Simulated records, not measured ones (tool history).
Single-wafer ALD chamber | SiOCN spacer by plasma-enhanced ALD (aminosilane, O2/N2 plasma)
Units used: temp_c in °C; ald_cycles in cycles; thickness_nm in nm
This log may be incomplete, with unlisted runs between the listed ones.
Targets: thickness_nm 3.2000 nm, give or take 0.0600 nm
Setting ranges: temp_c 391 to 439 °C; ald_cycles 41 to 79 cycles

Run 1, hour 0.0: temp_c 415 °C, ald_cycles 60 cycles. Result: thickness_nm 3.6692 nm.
Run 2, hour 7.7: temp_c 417 °C, ald_cycles 59 cycles. Result: thickness_nm 3.6079 nm.
Run 3, hour 11.0: temp_c 417 °C, ald_cycles 56 cycles. Result: thickness_nm 3.4413 nm.
Run 4, hour 13.9: temp_c 418 °C, ald_cycles 55 cycles. Result: thickness_nm 3.3657 nm.
Run 5, hour 18.0: temp_c 418 °C, ald_cycles 63 cycles. Result: thickness_nm 3.8408 nm.
Run 6, hour 21.6: temp_c 418 °C, ald_cycles 59 cycles. Result: thickness_nm 3.6116 nm.
Run 7, hour 26.3: temp_c 418 °C, ald_cycles 58 cycles. Result: thickness_nm 3.5526 nm.
Run 8, hour 27.0: temp_c 418 °C, ald_cycles 57 cycles. Result: thickness_nm 3.4671 nm.
Run 9, hour 28.0: temp_c 420 °C, ald_cycles 56 cycles. Result: thickness_nm 3.4033 nm.
Run 10, hour 35.4: temp_c 421 °C, ald_cycles 56 cycles. Result: thickness_nm 3.3642 nm.
Run 11, hour 41.4: temp_c 422 °C, ald_cycles 56 cycles. Result: thickness_nm 3.3720 nm.
Run 12, hour 48.4: temp_c 424 °C, ald_cycles 56 cycles. Result: thickness_nm 3.3839 nm.
Run 13, hour 54.7: temp_c 424 °C, ald_cycles 55 cycles. Result: thickness_nm 3.3133 nm.

5 candidate next runs follow, results not yet known. Just one meets every target within its allowed miss. Identify it.
Run A, hour 61.0: temp_c 425 °C, ald_cycles 58 cycles. Result: thickness_nm ?.
Run B, hour 61.0: temp_c 427 °C, ald_cycles 54 cycles. Result: thickness_nm ?.
Run C, hour 61.0: temp_c 433 °C, ald_cycles 61 cycles. Result: thickness_nm ?.
Run D, hour 61.0: temp_c 420 °C, ald_cycles 57 cycles. Result: thickness_nm ?.
Run E, hour 61.0: temp_c 433 °C, ald_cycles 58 cycles. Result: thickness_nm ?.

move  thickness_nm
   A        3.4459
   B        3.1891
   C        3.5377
   D        3.4370
   E        3.3637
A: the biggest miss grows against the last run
B: in spec on every target
C: the biggest miss grows against the last run
D: the biggest miss grows against the last run
E: the biggest miss grows against the last run
Go with B: it meets all targets.

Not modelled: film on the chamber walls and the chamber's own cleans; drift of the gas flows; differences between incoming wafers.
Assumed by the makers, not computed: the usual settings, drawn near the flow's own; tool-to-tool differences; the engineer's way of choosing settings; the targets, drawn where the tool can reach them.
